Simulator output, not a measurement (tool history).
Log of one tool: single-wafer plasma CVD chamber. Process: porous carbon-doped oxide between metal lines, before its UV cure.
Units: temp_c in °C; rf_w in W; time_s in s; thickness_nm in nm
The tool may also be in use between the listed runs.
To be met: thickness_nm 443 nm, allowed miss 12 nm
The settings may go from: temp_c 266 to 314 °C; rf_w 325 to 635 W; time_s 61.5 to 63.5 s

Run 1, hour 0: temp_c 290 °C, rf_w 480 W, time_s 61.5 s. Result: thickness_nm 350 nm.
Run 2, hour 1.3: temp_c 290 °C, rf_w 445 W, time_s 61.5 s. Result: thickness_nm 334.55 nm.
Run 3, hour 4.7: temp_c 290 °C, rf_w 445 W, time_s 63.5 s. Result: thickness_nm 343.24 nm.
Run 4, hour 10.5: temp_c 287 °C, rf_w 460 W, time_s 63.5 s. Result: thickness_nm 358.6 nm.
Run 5, hour 11.7: temp_c 284 °C, rf_w 470 W, time_s 63.5 s. Result: thickness_nm 369.54 nm.
Run 6, hour 13.6: temp_c 293 °C, rf_w 470 W, time_s 63.5 s. Result: thickness_nm 349.75 nm.
Run 7, hour 16.5: temp_c 290 °C, rf_w 480 W, time_s 63.5 s. Result: thickness_nm 359.23 nm.
Run 8, hour 20.8: temp_c 278 °C, rf_w 555 W, time_s 63.5 s. Result: thickness_nm 420.55 nm.
Run 9, hour 23.4: temp_c 277 °C, rf_w 555 W, time_s 63.5 s. Result: thickness_nm 418.52 nm.
Run 10, hour 28.7: temp_c 276 °C, rf_w 560 W, time_s 63.5 s. Result: thickness_nm 421.94 nm.
Run 11, hour 30.1: temp_c 275 °C, rf_w 565 W, time_s 63.5 s. Result: thickness_nm 430.56 nm.

Which of these 5 next moves meets every target?
Run A, hour 31.5: temp_c 273 °C, rf_w 635 W, time_s 63.5 s. Result: thickness_nm ?.
Run B, hour 31.5: temp_c 268 °C, rf_w 620 W, time_s 63.5 s. Result: thickness_nm ?.
Run C, hour 31.5: temp_c 275 °C, rf_w 575 W, time_s 61.5 s. Result: thickness_nm ?.
Run D, hour 31.5: temp_c 272 °C, rf_w 565 W, time_s 63.5 s. Result: thickness_nm ?.
Run E, hour 31.5: temp_c 275 °C, rf_w 585 W, time_s 61.5 s. Result: thickness_nm ?.

move  thickness_nm
   A        463.67
   B        472.37
   C        420.35
   D        437.84
   E        424.29
A: takes the result that was furthest off past its target
B: takes the result that was furthest off past its target
C: further off than the last run
D: meets every target
E: further off than the last run
Answer: D
